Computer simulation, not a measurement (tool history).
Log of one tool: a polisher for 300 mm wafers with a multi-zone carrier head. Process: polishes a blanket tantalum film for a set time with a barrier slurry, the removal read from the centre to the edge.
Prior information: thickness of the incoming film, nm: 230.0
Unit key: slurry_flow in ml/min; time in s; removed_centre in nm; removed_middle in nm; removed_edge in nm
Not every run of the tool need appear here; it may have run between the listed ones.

run	hour	slurry_flow	centre_zone	middle_zone	edge_zone	slurry_solids	time	removed_centre	removed_middle	removed_edge
1	0.0	125	1.00	1.00	1.00	1.00	32	57.033	56.181	58.226
2	5.8	125	1.00	1.00	1.00	0.90	32	55.030	54.026	55.293
3	12.4	115	0.99	0.95	1.00	0.80	31	50.713	47.531	53.077
4	19.7	110	0.99	0.93	0.98	0.70	29	44.346	42.066	46.783
5	24.8	105	1.00	0.90	0.96	0.65	29	43.860	40.296	44.930
6	26.5	105	1.00	0.90	0.96	0.75	29	45.128	40.709	45.931
7	33.8	100	1.00	0.88	0.95	0.70	29	42.687	39.607	44.589

Expected results for the next run?
8	36.4	95	1.01	0.86	0.95	0.65	28	?	?	?

Run 8 produced removed_centre 40.102 nm, removed_middle 35.075 nm, removed_edge 41.872 nm.
